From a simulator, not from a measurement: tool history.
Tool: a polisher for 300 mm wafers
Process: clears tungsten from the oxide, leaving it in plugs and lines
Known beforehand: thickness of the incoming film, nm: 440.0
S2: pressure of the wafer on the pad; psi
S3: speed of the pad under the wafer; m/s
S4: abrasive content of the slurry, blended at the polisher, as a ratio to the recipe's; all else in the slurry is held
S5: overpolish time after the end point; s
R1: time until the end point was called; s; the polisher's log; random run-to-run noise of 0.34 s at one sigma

run 1 hour=0 | flow_of_slurry_(ml/min)=285 S2=4.6 S3=1.1 S4=1 S5=13 | R1=62.004
run 2 hour=7.2 | flow_of_slurry_(ml/min)=285 S2=5.2 S3=1.1 S4=1 S5=13 | R1=55.214
run 3 hour=8.4 | flow_of_slurry_(ml/min)=285 S2=5.2 S3=1.1 S4=1 S5=13 | R1=53.632
run 4 hour=17.1 | flow_of_slurry_(ml/min)=285 S2=5.6 S3=1.1 S4=1 S5=13 | R1=50.611
run 5 hour=25.7 | flow_of_slurry_(ml/min)=285 S2=6 S3=1.1 S4=1 S5=13 | R1=47.52
run 6 hour=29.7 | flow_of_slurry_(ml/min)=285 S2=6 S3=1.1 S4=1 S5=13 | R1=47.97
run 7 hour=36.1 | flow_of_slurry_(ml/min)=285 S2=6.3 S3=1.1 S4=1 S5=13 | R1=45.423

Run 8 is up next; what results do you expect?
run 8 hour=41.9 | flow_of_slurry_(ml/min)=290 S2=7.2 S3=1.1 S4=1 S5=13 | R1=?

Logged for run 8: R1 39.744 s.

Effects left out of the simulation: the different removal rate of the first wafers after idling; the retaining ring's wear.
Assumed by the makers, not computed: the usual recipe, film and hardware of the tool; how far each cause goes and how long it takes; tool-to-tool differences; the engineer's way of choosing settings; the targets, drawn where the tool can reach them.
